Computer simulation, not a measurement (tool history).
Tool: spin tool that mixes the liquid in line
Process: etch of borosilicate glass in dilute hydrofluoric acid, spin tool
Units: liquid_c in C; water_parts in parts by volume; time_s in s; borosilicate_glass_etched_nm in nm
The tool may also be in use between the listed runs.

run,day,liquid_c,water_parts,time_s,borosilicate_glass_etched_nm
1,0,23,135,15,2.2958
2,0.338,23,135,15,2.2927
3,0.533,26,135,15,2.5627
4,0.65,26.5,120,15,3.0041
5,0.938,26.5,145,15,2.3976
6,1.296,28,145,15,2.5338
7,1.621,28.5,130,15,2.9702
8,1.771,29,120,15,3.2551

Run 9 comes next. What will it give?
9,1.979,29,120,15,?

{"run 9": {"borosilicate_glass_etched_nm": 3.2937}}
